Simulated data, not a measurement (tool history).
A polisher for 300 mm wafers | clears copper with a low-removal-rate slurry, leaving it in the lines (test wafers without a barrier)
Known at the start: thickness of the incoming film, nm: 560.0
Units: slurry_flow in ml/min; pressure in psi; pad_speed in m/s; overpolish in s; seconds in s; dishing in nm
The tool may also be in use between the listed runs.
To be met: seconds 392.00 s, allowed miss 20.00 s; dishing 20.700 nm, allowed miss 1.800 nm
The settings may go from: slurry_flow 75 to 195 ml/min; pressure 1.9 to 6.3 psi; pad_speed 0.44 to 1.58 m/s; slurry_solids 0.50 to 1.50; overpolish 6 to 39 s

run,hour,slurry_flow,pressure,pad_speed,slurry_solids,overpolish,seconds,dishing
1,0.0,125,4.1,1.00,1.00,20,126.06,31.611
2,1.7,125,4.1,1.22,1.00,20,107.83,33.226
3,9.4,150,4.1,1.22,1.00,20,103.12,33.856
4,12.1,150,4.1,1.00,1.00,20,126.08,31.368
5,13.3,125,4.1,1.00,1.00,20,130.24,29.581
6,17.0,120,3.5,0.84,0.95,23,180.56,29.429
7,23.7,120,3.1,0.74,0.95,22,230.87,26.642
8,27.2,120,2.8,0.70,0.95,21,271.04,22.884
9,34.1,120,2.6,0.68,0.95,22,297.09,22.134
10,39.9,120,2.4,0.66,0.95,23,333.14,20.194
11,47.7,115,2.3,0.64,0.95,25,363.19,20.943

Which of these 5 next moves meets every target?
A,55.5,155,2.0,0.62,0.95,28,?,?
B,55.5,115,2.3,0.66,0.95,28,?,?
C,55.5,170,2.1,0.68,1.00,27,?,?
D,55.5,115,1.9,0.84,0.95,22,?,?
E,55.5,130,3.3,0.46,1.00,27,?,?

move,seconds,dishing
A,395.98,21.051
B,344.86,23.025
C,337.74,22.683
D,327.58,20.333
E,332.17,23.531
A: meets every target
B: further off than the last run
C: further off than the last run
D: further off than the last run
E: further off than the last run
Move A is the one to make.

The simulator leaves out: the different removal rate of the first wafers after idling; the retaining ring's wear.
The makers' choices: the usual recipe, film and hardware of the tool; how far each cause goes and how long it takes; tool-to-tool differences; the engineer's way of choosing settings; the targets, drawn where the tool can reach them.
